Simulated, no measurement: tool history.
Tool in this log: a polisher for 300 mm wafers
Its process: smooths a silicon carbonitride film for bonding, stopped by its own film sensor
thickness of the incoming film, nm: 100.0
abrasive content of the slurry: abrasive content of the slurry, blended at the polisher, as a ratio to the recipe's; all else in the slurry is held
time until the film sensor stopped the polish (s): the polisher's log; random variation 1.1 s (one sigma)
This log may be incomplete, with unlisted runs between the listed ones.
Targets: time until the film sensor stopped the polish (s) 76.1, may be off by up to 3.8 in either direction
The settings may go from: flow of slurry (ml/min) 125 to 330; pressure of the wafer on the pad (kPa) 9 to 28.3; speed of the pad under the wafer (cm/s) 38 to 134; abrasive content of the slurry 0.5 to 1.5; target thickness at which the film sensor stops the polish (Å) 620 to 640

run  hour  flow of slurry (ml/min)  pressure of the wafer on the pad (kPa)  speed of the pad under the wafer (cm/s)  abrasive content of the slurry  target thickness at which the film sensor stops the polish (Å)  time until the film sensor stopped the polish (s)
  1     0                      210                                    18.6                                       86                               1                                                             640                                             131.68
  2   7.1                      210                                    18.6                                       86                            1.15                                                             640                                             118.82
  3  13.5                      210                                    19.3                                       86                            1.15                                                             640                                             114.09
  4  18.2                      210                                    19.3                                       98                            1.15                                                             640                                              104.4
  5  25.7                      210                                    19.3                                       98                               1                                                             640                                             112.24
  6  26.5                      210                                      20                                       98                               1                                                             640                                             110.95
  7  29.6                      210                                    20.7                                       98                               1                                                             640                                             105.85
  8  36.5                      210                                    25.5                                      102                               1                                                             640                                              83.75
  9  39.8                      210                                    26.9                                      102                               1                                                             640                                             80.607

Which one of the following 5 next-run settings gets every result inside its allowed miss? There is exactly one.
  A  43.1                      245                                    26.9                                       86                            1.05                                                             640                                                  ?
  B  43.1                      220                                    26.9                                       96                               1                                                             630                                                  ?
  C  43.1                      210                                    26.2                                      100                            1.05                                                             620                                                  ?
  D  43.1                      230                                    26.2                                       94                            1.05                                                             630                                                  ?
  E  43.1                      270                                    28.3                                      112                            0.95                                                             630                                                  ?

move  time until the film sensor stopped the polish (s)
   A                                             85.383
   B                                             84.455
   C                                             84.657
   D                                             85.307
   E                                             73.483
A: moves away from the targets compared with the last run
B: moves away from the targets compared with the last run
C: moves away from the targets compared with the last run
D: moves away from the targets compared with the last run
E: every result within its allowed miss
Answer: E
